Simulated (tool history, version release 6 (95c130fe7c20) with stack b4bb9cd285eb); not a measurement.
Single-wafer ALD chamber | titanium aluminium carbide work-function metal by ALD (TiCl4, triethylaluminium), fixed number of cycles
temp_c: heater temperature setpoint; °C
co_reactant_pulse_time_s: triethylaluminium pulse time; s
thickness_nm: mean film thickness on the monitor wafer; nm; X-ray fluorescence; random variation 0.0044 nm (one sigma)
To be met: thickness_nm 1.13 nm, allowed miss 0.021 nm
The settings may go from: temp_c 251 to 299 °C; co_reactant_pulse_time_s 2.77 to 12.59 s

run,hour,temp_c,co_reactant_pulse_time_s,thickness_nm
1,0,275,7.68,1.4029
2,4,271,6.96,1.3287
3,5.6,261,6.96,1.2707
4,9.6,261,5.68,1.1612
5,18.1,261,7.73,1.3147
6,23.7,265,7.73,1.3475
7,27.9,263,7.36,1.3005
8,29.8,261,7.07,1.2811
9,34.4,260,6.77,1.2527
10,39,259,6.53,1.2306
11,40.6,258,6.33,1.2061
12,48.4,257,6.2,1.191
13,52.3,256,6.1,1.1738
14,52.9,255,6.04,1.1593
15,54.1,254,6.02,1.1602

Which of these 4 next moves meets every target?
A,55.3,261,6.1,?
B,55.3,267,5.79,?
C,55.3,265,5.58,?
D,55.3,254,5.71,?

move,thickness_nm
A,1.1957
B,1.1983
C,1.1663
D,1.1226
A: further off than the last run
B: further off than the last run
C: further off than the last run
D: meets every target
The right move is D.
